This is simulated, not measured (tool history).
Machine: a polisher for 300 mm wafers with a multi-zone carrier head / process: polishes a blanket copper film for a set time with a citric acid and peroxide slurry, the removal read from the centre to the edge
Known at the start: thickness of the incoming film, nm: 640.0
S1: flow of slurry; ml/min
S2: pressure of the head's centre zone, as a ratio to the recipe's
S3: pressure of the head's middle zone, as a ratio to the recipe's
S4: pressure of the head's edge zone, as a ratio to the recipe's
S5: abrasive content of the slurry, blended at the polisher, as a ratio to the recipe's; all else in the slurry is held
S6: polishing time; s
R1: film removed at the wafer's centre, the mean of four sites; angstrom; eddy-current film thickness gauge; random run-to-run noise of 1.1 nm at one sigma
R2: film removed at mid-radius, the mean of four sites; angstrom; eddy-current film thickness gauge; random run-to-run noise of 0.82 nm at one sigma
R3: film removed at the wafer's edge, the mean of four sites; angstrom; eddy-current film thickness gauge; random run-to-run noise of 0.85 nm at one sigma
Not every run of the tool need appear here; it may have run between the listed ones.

run	hour	S1	S2	S3	S4	S5	S6	R1	R2	R3
1	0.0	160	1.00	1.00	1.00	1.00	67	1254.00	1262.50	1239.80
2	5.2	160	0.99	1.01	0.98	0.95	66	1169.80	1249.30	1202.50
3	9.9	160	1.00	1.02	0.96	0.90	65	1152.10	1217.00	1134.40
4	15.6	160	1.00	1.09	0.96	0.90	65	1170.30	1291.70	1168.20
5	23.9	160	1.00	1.09	1.01	0.90	65	1151.30	1304.60	1178.10
6	27.0	160	1.00	1.09	1.00	0.85	64	1112.50	1249.00	1150.30
7	34.1	160	1.00	1.09	0.98	0.80	63	1106.10	1221.70	1112.10
8	41.9	160	0.99	1.10	0.97	0.75	62	1051.90	1195.60	1061.40
9	46.3	155	0.98	1.10	0.96	0.70	62	1028.40	1161.10	1021.80
10	54.7	150	0.97	1.10	0.95	0.70	62	983.50	1162.60	1024.30
11	55.8	145	0.97	1.10	0.94	0.70	62	977.08	1161.70	1040.50
12	63.3	150	0.96	1.10	0.93	0.70	61	971.60	1125.20	1005.00
13	68.5	150	0.96	1.11	0.92	0.70	61	997.46	1154.00	984.86
14	70.5	145	0.95	1.11	0.91	0.70	61	972.19	1143.40	981.31
15	78.9	145	0.94	1.11	0.90	0.70	61	941.71	1147.40	988.91
16	79.7	145	0.94	1.11	0.89	0.70	61	947.07	1122.80	968.73
17	86.5	115	0.88	1.10	0.81	0.55	60	780.70	989.29	837.65

Predict the results of run 18:
18	89.4	120	0.88	1.10	0.81	0.55	60	?	?	?

{"run 18": {"R1": 771.79, "R2": 996.26, "R3": 845.83}}
